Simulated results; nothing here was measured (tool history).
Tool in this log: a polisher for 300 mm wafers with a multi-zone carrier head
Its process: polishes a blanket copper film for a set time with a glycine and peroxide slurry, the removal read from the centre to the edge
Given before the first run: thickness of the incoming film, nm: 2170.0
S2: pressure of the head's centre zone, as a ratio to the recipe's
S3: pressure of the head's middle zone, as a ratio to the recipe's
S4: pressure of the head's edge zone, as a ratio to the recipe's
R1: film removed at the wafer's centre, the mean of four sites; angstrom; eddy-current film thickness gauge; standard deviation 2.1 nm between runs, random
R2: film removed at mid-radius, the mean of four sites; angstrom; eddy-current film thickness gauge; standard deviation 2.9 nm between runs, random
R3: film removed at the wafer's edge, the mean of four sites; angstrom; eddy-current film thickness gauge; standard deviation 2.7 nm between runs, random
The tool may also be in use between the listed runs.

run 1 hour=0.0 | flow_of_slurry_(ml/min)=170 S2=1.00 S3=1.00 S4=1.00 polishing_time_(s)=45 | R1=2019.3 R2=1943.3 R3=1993.3
run 2 hour=7.7 | flow_of_slurry_(ml/min)=170 S2=1.00 S3=1.05 S4=1.00 polishing_time_(s)=45 | R1=2000.2 R2=2027.1 R3=1961.2
run 3 hour=15.5 | flow_of_slurry_(ml/min)=215 S2=1.00 S3=1.05 S4=1.00 polishing_time_(s)=45 | R1=2071.3 R2=2105.4 R3=2003.5
run 4 hour=17.2 | flow_of_slurry_(ml/min)=215 S2=1.03 S3=1.04 S4=1.03 polishing_time_(s)=46 | R1=2205.4 R2=2163.0 R3=2078.9
run 5 hour=20.9 | flow_of_slurry_(ml/min)=215 S2=1.03 S3=1.13 S4=1.03 polishing_time_(s)=46 | R1=2210.8 R2=2300.9 R3=2083.5
run 6 hour=28.5 | flow_of_slurry_(ml/min)=215 S2=1.03 S3=1.13 S4=1.03 polishing_time_(s)=35 | R1=1683.8 R2=1775.7 R3=1582.5

What will run 7 give?
run 7 hour=30.8 | flow_of_slurry_(ml/min)=210 S2=1.05 S3=1.10 S4=1.06 polishing_time_(s)=39 | R1=? R2=? R3=?

For run 7 the tool returned R1 1876.6 angstrom, R2 1914.1 angstrom, R3 1816.9 angstrom.
